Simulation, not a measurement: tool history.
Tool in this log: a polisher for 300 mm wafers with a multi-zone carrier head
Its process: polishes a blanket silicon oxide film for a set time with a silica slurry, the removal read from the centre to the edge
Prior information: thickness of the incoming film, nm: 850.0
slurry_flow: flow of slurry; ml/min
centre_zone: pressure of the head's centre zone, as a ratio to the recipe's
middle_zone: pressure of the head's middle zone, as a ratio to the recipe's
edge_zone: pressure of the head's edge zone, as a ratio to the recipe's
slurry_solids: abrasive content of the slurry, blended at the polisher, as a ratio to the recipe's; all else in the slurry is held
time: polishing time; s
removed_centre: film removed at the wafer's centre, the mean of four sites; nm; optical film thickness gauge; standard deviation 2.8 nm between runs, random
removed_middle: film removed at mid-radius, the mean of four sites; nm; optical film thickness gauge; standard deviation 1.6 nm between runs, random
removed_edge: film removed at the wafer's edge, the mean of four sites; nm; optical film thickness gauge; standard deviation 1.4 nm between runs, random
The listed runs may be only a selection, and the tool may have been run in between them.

| run | day | slurry_flow | centre_zone | middle_zone | edge_zone | slurry_solids | time | removed_centre | removed_middle | removed_edge |
|---|---|---|---|---|---|---|---|---|---|---|
| 1 | 0 | 195 | 1 | 1 | 1 | 1 | 55 | 162.79 | 159.63 | 165.88 |
| 2 | 0.271 | 195 | 1 | 1 | 1 | 1 | 47 | 135.73 | 137.79 | 143 |
| 3 | 0.421 | 195 | 1 | 1 | 1.08 | 1 | 47 | 138.8 | 137.92 | 147.19 |
| 4 | 0.788 | 195 | 1 | 0.93 | 1.08 | 1 | 47 | 142 | 129.91 | 147.96 |
| 5 | 0.867 | 195 | 1 | 0.93 | 1.08 | 1 | 58 | 175.25 | 157.76 | 179.93 |
| 6 | 0.975 | 195 | 1 | 0.93 | 1.08 | 0.8 | 58 | 153.37 | 143.73 | 163.68 |

What does the tool deliver on the next run?
| 7 | 1.212 | 210 | 1.04 | 0.97 | 1.1 | 0.9 | 58 | ? | ? | ? |

removed_centre: 171.95 nm
removed_middle: 158.72 nm
removed_edge: 175.16 nm

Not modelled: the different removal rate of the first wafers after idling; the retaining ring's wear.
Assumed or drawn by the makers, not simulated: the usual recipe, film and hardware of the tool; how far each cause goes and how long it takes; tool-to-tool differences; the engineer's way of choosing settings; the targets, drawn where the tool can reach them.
